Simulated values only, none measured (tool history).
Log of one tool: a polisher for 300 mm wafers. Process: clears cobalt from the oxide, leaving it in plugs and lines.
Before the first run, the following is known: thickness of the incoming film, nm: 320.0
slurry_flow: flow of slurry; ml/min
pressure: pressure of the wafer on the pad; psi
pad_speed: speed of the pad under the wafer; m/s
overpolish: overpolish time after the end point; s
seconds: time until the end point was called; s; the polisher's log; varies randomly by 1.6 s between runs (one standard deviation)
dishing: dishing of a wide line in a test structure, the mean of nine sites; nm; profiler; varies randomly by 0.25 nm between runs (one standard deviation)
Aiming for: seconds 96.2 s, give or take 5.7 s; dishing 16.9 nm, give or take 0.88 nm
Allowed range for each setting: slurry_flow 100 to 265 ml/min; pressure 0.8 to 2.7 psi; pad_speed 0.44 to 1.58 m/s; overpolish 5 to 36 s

| run | hour | slurry_flow | pressure | pad_speed | overpolish | seconds | dishing |
|---|---|---|---|---|---|---|---|
| 1 | 0 | 170 | 1.7 | 1 | 18 | 65.714 | 54.746 |
| 2 | 7.3 | 170 | 1.9 | 1 | 18 | 60.341 | 53.711 |
| 3 | 11 | 150 | 2 | 0.86 | 15 | 67.484 | 48.257 |
| 4 | 13.2 | 180 | 1.9 | 0.76 | 12 | 80.087 | 38.742 |
| 5 | 19.9 | 135 | 1.9 | 0.76 | 12 | 80.352 | 37.562 |
| 6 | 26.4 | 125 | 1.9 | 0.68 | 10 | 91.53 | 30.604 |
| 7 | 35.3 | 120 | 1.9 | 0.62 | 9 | 98.84 | 26.305 |
| 8 | 42.7 | 100 | 2.2 | 0.44 | 5 | 124.83 | 13.465 |
| 9 | 49.9 | 115 | 2.2 | 0.46 | 5 | 118.39 | 14.1 |

Which of these 5 next moves meets every target?
| A | 57.1 | 145 | 2.7 | 0.46 | 5 | ? | ? |
| B | 57.1 | 115 | 2.5 | 0.44 | 5 | ? | ? |
| C | 57.1 | 100 | 2 | 0.54 | 7 | ? | ? |
| D | 57.1 | 105 | 1.7 | 0.44 | 8 | ? | ? |
| E | 57.1 | 105 | 2.2 | 0.58 | 6 | ? | ? |

| move | seconds | dishing |
|---|---|---|
| A | 93.715 | 16.917 |
| B | 107.67 | 14.98 |
| C | 109.93 | 19.701 |
| D | 152.12 | 16.737 |
| E | 93.977 | 19.734 |
A: meets every target
B: better than the last run, though not everything is in spec
C: better than the last run, though not everything is in spec
D: moves away from the targets compared with the last run
E: puts the biggest miss on target and leaves a different result outside tolerance
Move A is the one to make.
